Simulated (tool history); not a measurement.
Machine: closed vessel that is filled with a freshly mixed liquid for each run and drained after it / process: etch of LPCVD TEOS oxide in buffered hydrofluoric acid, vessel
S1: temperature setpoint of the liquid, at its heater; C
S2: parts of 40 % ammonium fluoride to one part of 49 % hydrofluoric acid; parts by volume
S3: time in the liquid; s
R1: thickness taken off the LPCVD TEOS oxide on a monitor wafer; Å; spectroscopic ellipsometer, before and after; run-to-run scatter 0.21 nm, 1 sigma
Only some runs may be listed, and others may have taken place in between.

run,hour,S1,S2,S3,R1
1,0,25,8,35,672.75
2,1.4,25,8,35,675.28
3,9.6,24.5,8,35,654.43
4,17,27,8,35,753.9
5,20.9,24.5,8,35,658.65
6,24.6,28,8,35,794.36
7,27.1,27,8,35,750.15

Run 8 comes next. What will it give?
8,33.2,26.5,8,35,?

{"run 8": {"R1": 734.29}}

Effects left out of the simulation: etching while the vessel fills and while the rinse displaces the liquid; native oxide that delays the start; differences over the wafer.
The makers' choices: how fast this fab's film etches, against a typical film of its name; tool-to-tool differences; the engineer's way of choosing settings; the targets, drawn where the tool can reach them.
